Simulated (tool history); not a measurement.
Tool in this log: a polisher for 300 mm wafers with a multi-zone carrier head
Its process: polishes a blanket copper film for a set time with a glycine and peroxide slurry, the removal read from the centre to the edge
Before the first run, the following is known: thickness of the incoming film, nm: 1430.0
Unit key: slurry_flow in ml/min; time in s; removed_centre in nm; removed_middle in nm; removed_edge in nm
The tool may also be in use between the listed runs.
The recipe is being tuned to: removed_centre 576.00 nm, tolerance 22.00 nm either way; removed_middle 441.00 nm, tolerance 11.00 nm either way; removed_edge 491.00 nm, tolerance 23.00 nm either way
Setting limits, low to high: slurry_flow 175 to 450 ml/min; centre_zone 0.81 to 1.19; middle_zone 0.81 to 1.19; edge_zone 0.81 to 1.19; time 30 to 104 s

{"run": 1, "hour": 0.0, "slurry_flow": 290, "centre_zone": 1.0, "middle_zone": 1.0, "edge_zone": 1.0, "time": 67, "removed_centre": 574.26, "removed_middle": 572.78, "removed_edge": 595.32}
{"run": 2, "hour": 8.4, "slurry_flow": 290, "centre_zone": 1.0, "middle_zone": 0.97, "edge_zone": 1.0, "time": 67, "removed_centre": 568.29, "removed_middle": 564.56, "removed_edge": 580.65}
{"run": 3, "hour": 17.3, "slurry_flow": 350, "centre_zone": 1.0, "middle_zone": 0.97, "edge_zone": 1.0, "time": 67, "removed_centre": 586.65, "removed_middle": 577.79, "removed_edge": 601.81}
{"run": 4, "hour": 21.4, "slurry_flow": 335, "centre_zone": 1.03, "middle_zone": 0.94, "edge_zone": 0.99, "time": 65, "removed_centre": 592.84, "removed_middle": 537.37, "removed_edge": 572.56}
{"run": 5, "hour": 29.0, "slurry_flow": 335, "centre_zone": 1.03, "middle_zone": 0.94, "edge_zone": 0.99, "time": 75, "removed_centre": 678.58, "removed_middle": 627.23, "removed_edge": 656.28}
{"run": 6, "hour": 30.0, "slurry_flow": 320, "centre_zone": 1.04, "middle_zone": 0.91, "edge_zone": 0.97, "time": 72, "removed_centre": 652.74, "removed_middle": 579.97, "removed_edge": 624.36}
{"run": 7, "hour": 30.7, "slurry_flow": 310, "centre_zone": 1.05, "middle_zone": 0.89, "edge_zone": 0.94, "time": 70, "removed_centre": 637.34, "removed_middle": 555.79, "removed_edge": 603.62}
{"run": 8, "hour": 37.1, "slurry_flow": 310, "centre_zone": 1.07, "middle_zone": 0.88, "edge_zone": 0.92, "time": 67, "removed_centre": 628.67, "removed_middle": 521.96, "removed_edge": 567.81}
{"run": 9, "hour": 41.1, "slurry_flow": 305, "centre_zone": 1.07, "middle_zone": 0.87, "edge_zone": 0.9, "time": 66, "removed_centre": 597.82, "removed_middle": 506.07, "removed_edge": 550.93}
{"run": 10, "hour": 50.1, "slurry_flow": 300, "centre_zone": 1.08, "middle_zone": 0.86, "edge_zone": 0.88, "time": 65, "removed_centre": 623.94, "removed_middle": 497.39, "removed_edge": 554.52}
{"run": 11, "hour": 57.0, "slurry_flow": 300, "centre_zone": 1.08, "middle_zone": 0.86, "edge_zone": 0.88, "time": 65, "removed_centre": 613.6, "removed_middle": 494.72, "removed_edge": 546.42}
{"run": 12, "hour": 65.5, "slurry_flow": 300, "centre_zone": 1.08, "middle_zone": 0.85, "edge_zone": 0.87, "time": 64, "removed_centre": 608.39, "removed_middle": 489.4, "removed_edge": 521.11}
{"run": 13, "hour": 66.2, "slurry_flow": 290, "centre_zone": 1.08, "middle_zone": 0.84, "edge_zone": 0.87, "time": 63, "removed_centre": 596.97, "removed_middle": 474.59, "removed_edge": 517.77}
{"run": 14, "hour": 68.8, "slurry_flow": 285, "centre_zone": 1.08, "middle_zone": 0.83, "edge_zone": 0.87, "time": 62, "removed_centre": 566.68, "removed_middle": 457.68, "removed_edge": 514.87}
{"run": 15, "hour": 73.6, "slurry_flow": 285, "centre_zone": 1.08, "middle_zone": 0.83, "edge_zone": 0.86, "time": 62, "removed_centre": 575.9, "removed_middle": 462.74, "removed_edge": 506.23}
{"run": 16, "hour": 78.4, "slurry_flow": 285, "centre_zone": 1.08, "middle_zone": 0.83, "edge_zone": 0.86, "time": 62, "removed_centre": 573.57, "removed_middle": 458.96, "removed_edge": 514.27}
{"run": 17, "hour": 84.5, "slurry_flow": 285, "centre_zone": 1.08, "middle_zone": 0.83, "edge_zone": 0.85, "time": 62, "removed_centre": 577.17, "removed_middle": 455.2, "removed_edge": 501.64}

Which one of the following 5 next-run settings gets every result inside its allowed miss? There is exactly one.
{"run": "A", "hour": 90.6, "slurry_flow": 270, "centre_zone": 1.06, "middle_zone": 0.87, "edge_zone": 0.86, "time": 61, "removed_centre": "?", "removed_middle": "?", "removed_edge": "?"}
{"run": "B", "hour": 90.6, "slurry_flow": 300, "centre_zone": 1.12, "middle_zone": 0.83, "edge_zone": 0.87, "time": 59, "removed_centre": "?", "removed_middle": "?", "removed_edge": "?"}
{"run": "C", "hour": 90.6, "slurry_flow": 275, "centre_zone": 1.12, "middle_zone": 0.9, "edge_zone": 0.89, "time": 60, "removed_centre": "?", "removed_middle": "?", "removed_edge": "?"}
{"run": "D", "hour": 90.6, "slurry_flow": 210, "centre_zone": 1.1, "middle_zone": 0.85, "edge_zone": 0.81, "time": 65, "removed_centre": "?", "removed_middle": "?", "removed_edge": "?"}
{"run": "E", "hour": 90.6, "slurry_flow": 335, "centre_zone": 1.08, "middle_zone": 0.82, "edge_zone": 0.82, "time": 64, "removed_centre": "?", "removed_middle": "?", "removed_edge": "?"}

move=A removed_centre=544.72 removed_middle=461.59 removed_edge=501.47
move=B removed_centre=564.60 removed_middle=434.83 removed_edge=491.82
move=C removed_centre=567.88 removed_middle=467.84 removed_edge=499.79
move=D removed_centre=579.71 removed_middle=466.15 removed_edge=510.69
move=E removed_centre=598.39 removed_middle=472.87 removed_edge=527.70
A: its largest miss is bigger than the last run's
B: every result lands within tolerance
C: its largest miss is bigger than the last run's
D: its largest miss is bigger than the last run's
E: its largest miss is bigger than the last run's
B is the move that brings every result within its allowed miss.
